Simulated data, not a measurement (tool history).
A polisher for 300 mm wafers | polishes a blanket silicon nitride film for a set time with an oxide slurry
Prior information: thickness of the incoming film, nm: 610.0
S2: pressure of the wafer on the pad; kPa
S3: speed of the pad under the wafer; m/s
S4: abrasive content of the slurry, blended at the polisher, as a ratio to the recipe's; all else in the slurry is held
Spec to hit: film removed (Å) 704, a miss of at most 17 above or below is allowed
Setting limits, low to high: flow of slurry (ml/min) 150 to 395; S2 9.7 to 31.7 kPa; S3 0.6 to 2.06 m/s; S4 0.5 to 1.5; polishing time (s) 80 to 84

run 1 hour=0 | flow_of_slurry_(ml/min)=250 S2=20.7 S3=1.32 S4=1 polishing_time_(s)=80 | film_removed_(Å)=525.49
run 2 hour=4.3 | flow_of_slurry_(ml/min)=250 S2=16.5 S3=1.32 S4=1 polishing_time_(s)=80 | film_removed_(Å)=447.63
run 3 hour=12.2 | flow_of_slurry_(ml/min)=250 S2=13.8 S3=1.32 S4=1 polishing_time_(s)=80 | film_removed_(Å)=409.48
run 4 hour=14.6 | flow_of_slurry_(ml/min)=255 S2=17.2 S3=1.32 S4=1 polishing_time_(s)=80 | film_removed_(Å)=469.49
run 5 hour=15.6 | flow_of_slurry_(ml/min)=275 S2=19.3 S3=1.32 S4=1 polishing_time_(s)=80 | film_removed_(Å)=513.49
run 6 hour=18 | flow_of_slurry_(ml/min)=275 S2=19.3 S3=1.32 S4=0.85 polishing_time_(s)=80 | film_removed_(Å)=460.33
run 7 hour=19.3 | flow_of_slurry_(ml/min)=285 S2=22.1 S3=1.32 S4=0.85 polishing_time_(s)=80 | film_removed_(Å)=507.66
run 8 hour=24 | flow_of_slurry_(ml/min)=290 S2=24.1 S3=1.32 S4=0.85 polishing_time_(s)=80 | film_removed_(Å)=532.59
run 9 hour=26.7 | flow_of_slurry_(ml/min)=290 S2=26.2 S3=1.34 S4=0.85 polishing_time_(s)=80 | film_removed_(Å)=571.42
run 10 hour=28.7 | flow_of_slurry_(ml/min)=290 S2=27.6 S3=1.36 S4=0.85 polishing_time_(s)=80 | film_removed_(Å)=606.39
run 11 hour=35.8 | flow_of_slurry_(ml/min)=315 S2=31.7 S3=1.36 S4=0.85 polishing_time_(s)=80 | film_removed_(Å)=682.04
run 12 hour=43.5 | flow_of_slurry_(ml/min)=315 S2=31.7 S3=1.38 S4=0.85 polishing_time_(s)=80 | film_removed_(Å)=681.5

Which single option among these 4 for the next run brings every result within its allowed miss of target? Just one does.
run A hour=51.2 | flow_of_slurry_(ml/min)=325 S2=31.7 S3=1.4 S4=0.8 polishing_time_(s)=81 | film_removed_(Å)=?
run B hour=51.2 | flow_of_slurry_(ml/min)=275 S2=29 S3=1.24 S4=1 polishing_time_(s)=81 | film_removed_(Å)=?
run C hour=51.2 | flow_of_slurry_(ml/min)=290 S2=31.7 S3=1.44 S4=0.85 polishing_time_(s)=82 | film_removed_(Å)=?
run D hour=51.2 | flow_of_slurry_(ml/min)=345 S2=30.3 S3=1.4 S4=1 polishing_time_(s)=80 | film_removed_(Å)=?

move=A film_removed_(Å)=664.95
move=B film_removed_(Å)=664.43
move=C film_removed_(Å)=706.94
move=D film_removed_(Å)=740.64
A: the biggest miss grows against the last run
B: the biggest miss grows against the last run
C: all results land within tolerance of their targets
D: moves the result that the last run missed by most past its target, out the other side
Move C is the one to make.
